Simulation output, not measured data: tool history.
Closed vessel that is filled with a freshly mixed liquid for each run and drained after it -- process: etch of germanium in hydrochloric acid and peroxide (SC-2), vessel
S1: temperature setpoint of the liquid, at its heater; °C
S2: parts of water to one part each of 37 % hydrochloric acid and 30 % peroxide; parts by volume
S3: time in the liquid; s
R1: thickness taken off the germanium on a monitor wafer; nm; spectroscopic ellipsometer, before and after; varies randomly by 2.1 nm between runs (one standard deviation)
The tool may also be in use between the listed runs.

{"run": 1, "hour": 0.0, "S1": 50.0, "S2": 8.5, "S3": 100, "R1": 288.46}
{"run": 2, "hour": 6.1, "S1": 49.5, "S2": 8.5, "S3": 100, "R1": 277.73}
{"run": 3, "hour": 12.4, "S1": 49.5, "S2": 8.5, "S3": 100, "R1": 280.04}
{"run": 4, "hour": 16.5, "S1": 49.0, "S2": 8.5, "S3": 100, "R1": 270.58}
{"run": 5, "hour": 17.5, "S1": 48.5, "S2": 8.5, "S3": 100, "R1": 270.32}
{"run": 6, "hour": 21.1, "S1": 48.0, "S2": 8.5, "S3": 100, "R1": 267.3}
{"run": 7, "hour": 24.9, "S1": 47.5, "S2": 8.5, "S3": 100, "R1": 263.06}
{"run": 8, "hour": 27.3, "S1": 47.0, "S2": 8.5, "S3": 100, "R1": 258.75}
{"run": 9, "hour": 29.4, "S1": 46.5, "S2": 8.5, "S3": 100, "R1": 255.24}

Forecast run 10:
{"run": 10, "hour": 33.0, "S1": 46.0, "S2": 8.5, "S3": 100, "R1": "?"}

Run 10 measured R1 249.42 nm.

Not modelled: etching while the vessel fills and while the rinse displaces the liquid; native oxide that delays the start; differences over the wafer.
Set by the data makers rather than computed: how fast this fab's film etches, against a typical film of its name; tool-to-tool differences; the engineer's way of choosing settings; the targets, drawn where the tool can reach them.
